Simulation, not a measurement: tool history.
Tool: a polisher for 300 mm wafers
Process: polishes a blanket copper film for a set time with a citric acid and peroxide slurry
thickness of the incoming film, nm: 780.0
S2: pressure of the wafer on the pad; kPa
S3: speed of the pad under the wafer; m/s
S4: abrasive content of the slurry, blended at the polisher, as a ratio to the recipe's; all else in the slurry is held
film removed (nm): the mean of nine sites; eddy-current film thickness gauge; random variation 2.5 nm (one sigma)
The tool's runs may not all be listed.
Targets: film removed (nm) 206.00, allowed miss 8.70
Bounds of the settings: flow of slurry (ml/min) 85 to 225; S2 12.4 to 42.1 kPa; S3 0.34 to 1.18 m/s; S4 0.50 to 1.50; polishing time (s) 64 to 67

{"run": 1, "hour": 0.0, "flow of slurry (ml/min)": 145, "S2": 26.9, "S3": 0.76, "S4": 1.0, "polishing time (s)": 64, "film removed (nm)": 133.29}
{"run": 2, "hour": 4.3, "flow of slurry (ml/min)": 150, "S2": 29.6, "S3": 0.76, "S4": 1.0, "polishing time (s)": 64, "film removed (nm)": 144.32}
{"run": 3, "hour": 6.4, "flow of slurry (ml/min)": 150, "S2": 32.4, "S3": 0.76, "S4": 1.0, "polishing time (s)": 64, "film removed (nm)": 159.69}
{"run": 4, "hour": 8.4, "flow of slurry (ml/min)": 115, "S2": 32.4, "S3": 0.76, "S4": 1.0, "polishing time (s)": 64, "film removed (nm)": 148.85}
{"run": 5, "hour": 9.1, "flow of slurry (ml/min)": 115, "S2": 32.4, "S3": 0.76, "S4": 1.0, "polishing time (s)": 67, "film removed (nm)": 155.49}
{"run": 6, "hour": 15.1, "flow of slurry (ml/min)": 115, "S2": 32.4, "S3": 0.64, "S4": 1.0, "polishing time (s)": 67, "film removed (nm)": 133.53}
{"run": 7, "hour": 18.2, "flow of slurry (ml/min)": 115, "S2": 32.4, "S3": 0.64, "S4": 1.0, "polishing time (s)": 67, "film removed (nm)": 131.39}
{"run": 8, "hour": 19.8, "flow of slurry (ml/min)": 130, "S2": 34.5, "S3": 0.64, "S4": 1.0, "polishing time (s)": 67, "film removed (nm)": 146.59}
{"run": 9, "hour": 21.7, "flow of slurry (ml/min)": 140, "S2": 35.9, "S3": 0.64, "S4": 1.0, "polishing time (s)": 67, "film removed (nm)": 156.34}
{"run": 10, "hour": 26.8, "flow of slurry (ml/min)": 150, "S2": 37.2, "S3": 0.64, "S4": 1.0, "polishing time (s)": 67, "film removed (nm)": 163.04}
{"run": 11, "hour": 31.1, "flow of slurry (ml/min)": 155, "S2": 38.6, "S3": 0.64, "S4": 1.0, "polishing time (s)": 67, "film removed (nm)": 169.73}
{"run": 12, "hour": 38.0, "flow of slurry (ml/min)": 160, "S2": 39.3, "S3": 0.66, "S4": 1.0, "polishing time (s)": 67, "film removed (nm)": 183.58}
{"run": 13, "hour": 44.6, "flow of slurry (ml/min)": 165, "S2": 40.0, "S3": 0.66, "S4": 1.0, "polishing time (s)": 67, "film removed (nm)": 183.39}
{"run": 14, "hour": 47.9, "flow of slurry (ml/min)": 170, "S2": 40.7, "S3": 0.66, "S4": 1.0, "polishing time (s)": 67, "film removed (nm)": 191.72}
{"run": 15, "hour": 49.4, "flow of slurry (ml/min)": 170, "S2": 40.7, "S3": 0.66, "S4": 1.0, "polishing time (s)": 67, "film removed (nm)": 185.62}
{"run": 16, "hour": 53.3, "flow of slurry (ml/min)": 170, "S2": 40.7, "S3": 0.68, "S4": 1.0, "polishing time (s)": 67, "film removed (nm)": 190.62}

5 next moves are on the table. One of them brings every result within its allowed miss. Which?
{"run": "A", "hour": 57.2, "flow of slurry (ml/min)": 155, "S2": 35.9, "S3": 0.8, "S4": 1.0, "polishing time (s)": 64, "film removed (nm)": "?"}
{"run": "B", "hour": 57.2, "flow of slurry (ml/min)": 180, "S2": 37.2, "S3": 0.76, "S4": 1.05, "polishing time (s)": 64, "film removed (nm)": "?"}
{"run": "C", "hour": 57.2, "flow of slurry (ml/min)": 165, "S2": 41.4, "S3": 0.64, "S4": 1.15, "polishing time (s)": 67, "film removed (nm)": "?"}
{"run": "D", "hour": 57.2, "flow of slurry (ml/min)": 165, "S2": 40.7, "S3": 0.64, "S4": 0.95, "polishing time (s)": 65, "film removed (nm)": "?"}
{"run": "E", "hour": 57.2, "flow of slurry (ml/min)": 170, "S2": 42.1, "S3": 0.72, "S4": 1.05, "polishing time (s)": 66, "film removed (nm)": "?"}

move=A film_removed_(nm)=180.12
move=B film_removed_(nm)=184.82
move=C film_removed_(nm)=184.32
move=D film_removed_(nm)=168.07
move=E film_removed_(nm)=202.37
A: further off than the last run
B: further off than the last run
C: further off than the last run
D: further off than the last run
E: meets every target
The right move is E.
